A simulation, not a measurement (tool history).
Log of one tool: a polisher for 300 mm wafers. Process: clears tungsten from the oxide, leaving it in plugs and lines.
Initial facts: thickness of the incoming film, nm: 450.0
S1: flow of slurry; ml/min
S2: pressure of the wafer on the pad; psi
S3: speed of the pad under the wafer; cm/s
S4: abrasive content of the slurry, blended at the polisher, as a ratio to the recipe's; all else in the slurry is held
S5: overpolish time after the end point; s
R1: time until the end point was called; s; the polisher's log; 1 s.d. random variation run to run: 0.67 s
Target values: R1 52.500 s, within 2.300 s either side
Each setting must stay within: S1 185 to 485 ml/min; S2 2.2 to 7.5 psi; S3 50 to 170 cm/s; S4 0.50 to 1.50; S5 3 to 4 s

run  hour   S1   S2   S3    S4  S5      R1
  1   0.0  310  4.8  110  1.00   4  65.407
  2   6.9  365  4.8  110  1.00   4  63.586
  3  10.6  405  4.8  110  1.00   4  62.805
  4  11.9  405  4.8  110  0.90   4  65.310
  5  18.9  350  4.8  110  0.90   4  65.794
  6  27.2  385  4.8  110  0.90   4  63.375
  7  31.1  385  4.9  110  0.90   4  63.570
  8  32.3  385  5.0  110  0.90   4  63.527
  9  33.8  385  5.2  110  0.90   4  59.302
 10  39.6  385  5.3  110  0.90   4  58.346
 11  46.3  385  5.4  110  0.90   4  56.779
 12  51.1  385  5.6  110  0.90   4  56.665
 13  52.6  385  5.7  110  0.90   4  55.337

Next run, 5 choices. One meets every target within its allowed miss, the rest don't. Which?
  A  54.1  405  5.1  104  0.90   3   ?
  B  54.1  370  6.2   88  0.90   4   ?
  C  54.1  370  6.4   86  1.05   4   ?
  D  54.1  385  5.5   98  1.30   3   ?
  E  54.1  410  5.7  118  0.90   4   ?

move      R1
   A  64.860
   B  61.271
   C  57.809
   D  57.034
   E  52.676
A: its largest miss is bigger than the last run's
B: its largest miss is bigger than the last run's
C: its largest miss is bigger than the last run's
D: its largest miss is bigger than the last run's
E: meets every target
Move E is the one to make.
